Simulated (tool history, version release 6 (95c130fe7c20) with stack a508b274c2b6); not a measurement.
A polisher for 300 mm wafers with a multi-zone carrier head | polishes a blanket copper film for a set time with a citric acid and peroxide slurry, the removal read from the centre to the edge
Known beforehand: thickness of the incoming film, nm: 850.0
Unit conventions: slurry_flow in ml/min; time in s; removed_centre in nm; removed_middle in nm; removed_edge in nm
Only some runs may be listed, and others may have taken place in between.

Run 1, hour 0: slurry_flow 285 ml/min, centre_zone 1, middle_zone 1, edge_zone 1, slurry_solids 1, time 69 s. Result: removed_centre 126.52 nm, removed_middle 131.56 nm, removed_edge 129.8 nm.
Run 2, hour 3.2: slurry_flow 285 ml/min, centre_zone 1, middle_zone 1.04, edge_zone 1, slurry_solids 1, time 69 s. Result: removed_centre 127.72 nm, removed_middle 132.86 nm, removed_edge 128.66 nm.
Run 3, hour 10.8: slurry_flow 285 ml/min, centre_zone 1, middle_zone 1.04, edge_zone 1, slurry_solids 1.15, time 69 s. Result: removed_centre 130.56 nm, removed_middle 139.89 nm, removed_edge 133.86 nm.
Run 4, hour 17.6: slurry_flow 245 ml/min, centre_zone 1, middle_zone 1.04, edge_zone 1, slurry_solids 1.15, time 69 s. Result: removed_centre 131.22 nm, removed_middle 134.54 nm, removed_edge 132.86 nm.
Run 5, hour 22.7: slurry_flow 245 ml/min, centre_zone 0.92, middle_zone 1.04, edge_zone 1, slurry_solids 1.15, time 69 s. Result: removed_centre 121 nm, removed_middle 138.18 nm, removed_edge 134.3 nm.
Run 6, hour 29.5: slurry_flow 250 ml/min, centre_zone 0.92, middle_zone 1.05, edge_zone 0.99, slurry_solids 1.1, time 68 s. Result: removed_centre 117.95 nm, removed_middle 131.86 nm, removed_edge 129.83 nm.
Run 7, hour 33.6: slurry_flow 250 ml/min, centre_zone 0.92, middle_zone 1.05, edge_zone 0.99, slurry_solids 1.1, time 68 s. Result: removed_centre 115.85 nm, removed_middle 135.28 nm, removed_edge 127.42 nm.

For run 8, what comes out?
Run 8, hour 42.5: slurry_flow 250 ml/min, centre_zone 0.92, middle_zone 1.05, edge_zone 0.98, slurry_solids 1.05, time 68 s. Result: removed_centre ?, removed_middle ?, removed_edge ?.

Run 8 gave removed_centre 115.14 nm, removed_middle 132.72 nm, removed_edge 126.75 nm.
